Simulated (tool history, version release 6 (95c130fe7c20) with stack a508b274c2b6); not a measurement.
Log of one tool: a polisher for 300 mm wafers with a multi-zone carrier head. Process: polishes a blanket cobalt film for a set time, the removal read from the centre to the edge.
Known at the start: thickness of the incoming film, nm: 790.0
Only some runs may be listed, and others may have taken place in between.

run,hour,flow of slurry (ml/min),pressure of the head's centre zone,pressure of the head's middle zone,pressure of the head's edge zone,polishing time (s),film removed at the wafer's centre (Å),film removed at mid-radius (Å),film removed at the wafer's edge (Å)
1,0.0,235,1.00,1.00,1.00,44,2147.4,2146.4,2099.5
2,3.7,235,0.94,1.00,1.00,44,2060.9,2128.2,2107.0
3,11.5,235,0.96,1.01,0.96,42,1982.7,1998.5,1940.3
4,13.8,270,0.96,1.01,0.96,42,2039.1,2052.9,2028.2
5,21.3,250,0.96,1.03,0.93,41,1943.9,2052.1,1910.1
6,25.7,250,0.90,1.03,0.93,41,1900.0,2047.0,1915.8
7,30.7,235,0.92,1.03,0.90,40,1842.6,1969.1,1832.8
8,34.7,225,0.95,1.04,0.88,39,1797.1,1918.3,1753.3
9,40.2,215,0.98,1.05,0.86,39,1888.8,1946.3,1712.0
10,49.1,205,0.98,1.05,0.85,39,1828.7,1907.8,1690.4
11,52.4,200,0.99,1.05,0.84,39,1822.8,1911.0,1666.1
12,55.1,195,1.00,1.05,0.83,39,1836.9,1908.2,1654.6
13,58.5,190,1.00,1.05,0.83,39,1824.9,1883.4,1673.5
14,64.6,190,1.01,1.06,0.83,38,1836.6,1881.0,1594.9
15,71.9,185,1.01,1.06,0.83,38,1779.4,1884.8,1620.7

Forecast run 16:
16,80.8,185,1.01,1.06,0.83,38,?,?,?

Run 16 measured film removed at the wafer's centre (Å) 1765.3, film removed at mid-radius (Å) 1878.3, film removed at the wafer's edge (Å) 1623.1.
